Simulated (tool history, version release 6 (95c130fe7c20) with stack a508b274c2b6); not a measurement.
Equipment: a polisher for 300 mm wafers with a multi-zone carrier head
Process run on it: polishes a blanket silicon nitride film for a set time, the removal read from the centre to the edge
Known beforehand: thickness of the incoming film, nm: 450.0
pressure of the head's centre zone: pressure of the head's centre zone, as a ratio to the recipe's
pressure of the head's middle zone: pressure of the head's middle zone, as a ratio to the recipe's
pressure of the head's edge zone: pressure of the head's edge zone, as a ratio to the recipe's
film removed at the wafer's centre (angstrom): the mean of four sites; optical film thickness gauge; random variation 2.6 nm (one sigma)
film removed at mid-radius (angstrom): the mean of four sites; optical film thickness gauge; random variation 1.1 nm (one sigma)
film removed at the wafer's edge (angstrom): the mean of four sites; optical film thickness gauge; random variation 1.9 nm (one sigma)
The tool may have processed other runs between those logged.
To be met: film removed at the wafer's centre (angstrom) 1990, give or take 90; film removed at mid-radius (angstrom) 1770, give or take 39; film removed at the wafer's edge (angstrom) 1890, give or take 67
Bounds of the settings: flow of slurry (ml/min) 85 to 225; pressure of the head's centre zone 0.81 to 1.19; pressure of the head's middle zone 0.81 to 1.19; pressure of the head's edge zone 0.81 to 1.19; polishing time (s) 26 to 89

run,hour,flow of slurry (ml/min),pressure of the head's centre zone,pressure of the head's middle zone,pressure of the head's edge zone,polishing time (s),film removed at the wafer's centre (angstrom),film removed at mid-radius (angstrom),film removed at the wafer's edge (angstrom)
1,0,145,1,1,1,57,1600.8,1616.1,1624.3
2,3.8,130,1,1,1,57,1593.5,1569.2,1567
3,12.6,150,1.04,0.99,1.02,57,1690.7,1599.5,1622.7
4,17.7,165,1.04,0.99,1.02,57,1751.7,1630.6,1647.2
5,22.3,175,1.04,0.99,1.05,58,1736.2,1662.9,1721.9
6,28,175,1.04,0.95,1.05,58,1774.8,1603.7,1709.5
7,32.2,185,1.05,0.96,1.07,59,1818.8,1672.2,1754.4
8,34.9,190,1.06,0.96,1.09,60,1896.8,1706.4,1810.1
9,39.3,195,1.06,0.96,1.1,60,1911,1713.3,1820.7
10,40.1,200,1.06,0.96,1.11,60,1902,1715,1827.7

Which single option among these 4 for the next run brings every result within its allowed miss of target? Just one does.
A,40.9,185,0.94,0.99,1.15,62,?,?,?
B,40.9,165,1.1,0.97,1.12,63,?,?,?
C,40.9,200,1.13,0.96,1.06,59,?,?,?
D,40.9,210,1.1,1.02,1.06,58,?,?,?

move,film removed at the wafer's centre (angstrom),film removed at mid-radius (angstrom),film removed at the wafer's edge (angstrom)
A,1728.7,1791.7,1905.5
B,1954.3,1758,1889.6
C,1930.4,1678.5,1762.7
D,1870.7,1748.1,1739.8
A: meets the target for the result that was furthest off, but another lies outside its allowed miss
B: all results land within tolerance of their targets
C: moves away from the targets compared with the last run
D: meets the target for the result that was furthest off, but another lies outside its allowed miss
B is the move that brings every result within its allowed miss.
